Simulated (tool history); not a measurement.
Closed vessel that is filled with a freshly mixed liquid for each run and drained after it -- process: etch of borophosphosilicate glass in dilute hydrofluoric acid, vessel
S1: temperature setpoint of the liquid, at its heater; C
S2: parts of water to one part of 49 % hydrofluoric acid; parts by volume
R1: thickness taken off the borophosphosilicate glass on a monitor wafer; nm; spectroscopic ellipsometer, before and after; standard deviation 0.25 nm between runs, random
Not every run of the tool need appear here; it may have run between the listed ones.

Run 1, day 0: S1 23 C, S2 285 parts by volume, time in the liquid (s) 280. Result: R1 32.141 nm.
Run 2, day 0.3: S1 24 C, S2 285 parts by volume, time in the liquid (s) 280. Result: R1 33.161 nm.
Run 3, day 0.354: S1 24 C, S2 360 parts by volume, time in the liquid (s) 280. Result: R1 24.285 nm.
Run 4, day 0.704: S1 24 C, S2 360 parts by volume, time in the liquid (s) 300. Result: R1 26.072 nm.
Run 5, day 1.054: S1 26 C, S2 355 parts by volume, time in the liquid (s) 300. Result: R1 27.967 nm.
Run 6, day 1.3: S1 27 C, S2 345 parts by volume, time in the liquid (s) 300. Result: R1 30.438 nm.
Run 7, day 1.646: S1 28 C, S2 340 parts by volume, time in the liquid (s) 300. Result: R1 31.883 nm.

What will run 8 give?
Run 8, day 1.717: S1 28.5 C, S2 335 parts by volume, time in the liquid (s) 300. Result: R1 ?.

{"run 8": {"R1": 33.464}}

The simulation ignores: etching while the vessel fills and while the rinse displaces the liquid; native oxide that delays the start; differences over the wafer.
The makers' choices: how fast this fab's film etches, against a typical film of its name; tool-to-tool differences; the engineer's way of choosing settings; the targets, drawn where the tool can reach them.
